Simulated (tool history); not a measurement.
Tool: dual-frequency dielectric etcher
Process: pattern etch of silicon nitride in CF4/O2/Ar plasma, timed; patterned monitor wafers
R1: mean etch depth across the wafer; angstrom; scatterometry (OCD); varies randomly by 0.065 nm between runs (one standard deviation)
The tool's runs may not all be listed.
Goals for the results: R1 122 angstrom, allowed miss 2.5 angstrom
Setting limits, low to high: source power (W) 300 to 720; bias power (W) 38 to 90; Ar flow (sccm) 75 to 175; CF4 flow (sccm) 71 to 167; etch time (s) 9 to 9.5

run 1 hour=0 | source_power_(W)=510 bias_power_(W)=64 Ar_flow_(sccm)=125 CF4_flow_(sccm)=119 etch_time_(s)=9.5 | R1=190.23
run 2 hour=1.2 | source_power_(W)=510 bias_power_(W)=64 Ar_flow_(sccm)=125 CF4_flow_(sccm)=119 etch_time_(s)=9 | R1=182.98
run 3 hour=4 | source_power_(W)=510 bias_power_(W)=64 Ar_flow_(sccm)=125 CF4_flow_(sccm)=119 etch_time_(s)=9.5 | R1=190.19
run 4 hour=6.3 | source_power_(W)=510 bias_power_(W)=73 Ar_flow_(sccm)=125 CF4_flow_(sccm)=119 etch_time_(s)=9.5 | R1=197.88
run 5 hour=10.2 | source_power_(W)=420 bias_power_(W)=73 Ar_flow_(sccm)=125 CF4_flow_(sccm)=119 etch_time_(s)=9.5 | R1=167.84
run 6 hour=17.7 | source_power_(W)=420 bias_power_(W)=73 Ar_flow_(sccm)=125 CF4_flow_(sccm)=101 etch_time_(s)=9.5 | R1=164.72
run 7 hour=20.1 | source_power_(W)=410 bias_power_(W)=71 Ar_flow_(sccm)=126 CF4_flow_(sccm)=100 etch_time_(s)=9.5 | R1=158.27
run 8 hour=27.3 | source_power_(W)=400 bias_power_(W)=70 Ar_flow_(sccm)=127 CF4_flow_(sccm)=100 etch_time_(s)=9.5 | R1=154.75
run 9 hour=31.1 | source_power_(W)=390 bias_power_(W)=69 Ar_flow_(sccm)=128 CF4_flow_(sccm)=100 etch_time_(s)=9.5 | R1=151.15

Which of these 5 next moves meets every target?
run A hour=34.9 | source_power_(W)=340 bias_power_(W)=65 Ar_flow_(sccm)=139 CF4_flow_(sccm)=92 etch_time_(s)=9 | R1=?
run B hour=34.9 | source_power_(W)=340 bias_power_(W)=73 Ar_flow_(sccm)=131 CF4_flow_(sccm)=113 etch_time_(s)=9 | R1=?
run C hour=34.9 | source_power_(W)=340 bias_power_(W)=66 Ar_flow_(sccm)=100 CF4_flow_(sccm)=117 etch_time_(s)=9 | R1=?
run D hour=34.9 | source_power_(W)=310 bias_power_(W)=75 Ar_flow_(sccm)=120 CF4_flow_(sccm)=90 etch_time_(s)=9.5 | R1=?
run E hour=34.9 | source_power_(W)=350 bias_power_(W)=72 Ar_flow_(sccm)=149 CF4_flow_(sccm)=101 etch_time_(s)=9 | R1=?

move=A R1=122.86
move=B R1=130.16
move=C R1=129.83
move=D R1=125.91
move=E R1=130.11
A: hits every target within its allowed miss
B: closes in on the targets versus the last run, not all within tolerance yet
C: closes in on the targets versus the last run, not all within tolerance yet
D: closes in on the targets versus the last run, not all within tolerance yet
E: closes in on the targets versus the last run, not all within tolerance yet
Correct choice: A, which meets every target

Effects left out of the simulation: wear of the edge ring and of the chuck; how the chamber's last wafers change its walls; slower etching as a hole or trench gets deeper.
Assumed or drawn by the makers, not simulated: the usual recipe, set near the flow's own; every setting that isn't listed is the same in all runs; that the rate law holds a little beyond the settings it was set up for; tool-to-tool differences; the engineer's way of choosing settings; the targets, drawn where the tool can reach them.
